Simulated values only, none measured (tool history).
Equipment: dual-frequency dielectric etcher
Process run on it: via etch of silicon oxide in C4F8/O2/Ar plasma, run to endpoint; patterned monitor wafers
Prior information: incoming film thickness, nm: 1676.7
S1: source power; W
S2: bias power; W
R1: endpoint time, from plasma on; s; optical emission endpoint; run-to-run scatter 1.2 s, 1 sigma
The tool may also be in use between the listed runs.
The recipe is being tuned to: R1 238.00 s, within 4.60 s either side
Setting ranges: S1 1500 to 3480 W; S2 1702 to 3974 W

run    day    S1    S2      R1
  1  0.000  2490  2838  264.96
  2  0.142  2650  2877  258.80
  3  0.446  2340  2877  267.55
  4  0.579  2550  2951  262.23
  5  0.608  2250  2951  270.04
  6  0.704  2250  3168  259.58
  7  0.796  2400  3214  255.15
  8  1.108  2520  3253  251.03

Exactly one of the 5 candidate moves below puts every result within its allowed miss. Which one?
  A  1.421  2930  3917   ?
  B  1.421  2880  3730   ?
  C  1.421  2690  3216   ?
  D  1.421  3050  3802   ?
  E  1.421  2620  3592   ?

move      R1
   A  222.39
   B  227.75
   C  245.86
   D  222.52
   E  237.09
A: takes the biggest miss from the last run beyond its target
B: takes the biggest miss from the last run beyond its target
C: nearer the targets than the last run, but a result is still out of spec
D: takes the biggest miss from the last run beyond its target
E: hits every target within its allowed miss
The move that meets every target is E.
